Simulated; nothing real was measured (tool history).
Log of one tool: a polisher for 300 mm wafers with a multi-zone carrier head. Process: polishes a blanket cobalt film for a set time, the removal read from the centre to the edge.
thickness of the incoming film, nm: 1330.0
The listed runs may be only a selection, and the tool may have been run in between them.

| run | hour | flow of slurry (ml/min) | pressure of the head's centre zone | pressure of the head's middle zone | pressure of the head's edge zone | polishing time (s) | film removed at the wafer's centre (angstrom) | film removed at mid-radius (angstrom) | film removed at the wafer's edge (angstrom) |
|---|---|---|---|---|---|---|---|---|---|
| 1 | 0.0 | 240 | 1.00 | 1.00 | 1.00 | 72 | 2485.2 | 2577.8 | 2443.5 |
| 2 | 4.4 | 270 | 1.00 | 1.00 | 1.00 | 72 | 2514.3 | 2597.3 | 2440.2 |
| 3 | 7.0 | 270 | 1.00 | 1.00 | 1.03 | 72 | 2449.7 | 2606.9 | 2561.6 |
| 4 | 7.9 | 270 | 0.98 | 0.99 | 1.02 | 71 | 2397.6 | 2572.4 | 2474.7 |
| 5 | 13.6 | 265 | 0.96 | 0.97 | 1.01 | 70 | 2234.5 | 2446.4 | 2475.9 |
| 6 | 15.1 | 265 | 0.96 | 0.89 | 1.01 | 70 | 2296.7 | 2284.2 | 2423.7 |
| 7 | 21.2 | 260 | 0.95 | 0.89 | 0.99 | 69 | 2317.9 | 2258.8 | 2356.4 |

Run 8 has not been measured yet. What should we expect?
| 8 | 25.8 | 260 | 0.93 | 0.90 | 0.98 | 68 | ? | ? | ? |

film removed at the wafer's centre (angstrom): 2146.7
film removed at mid-radius (angstrom): 2269.0
film removed at the wafer's edge (angstrom): 2274.9

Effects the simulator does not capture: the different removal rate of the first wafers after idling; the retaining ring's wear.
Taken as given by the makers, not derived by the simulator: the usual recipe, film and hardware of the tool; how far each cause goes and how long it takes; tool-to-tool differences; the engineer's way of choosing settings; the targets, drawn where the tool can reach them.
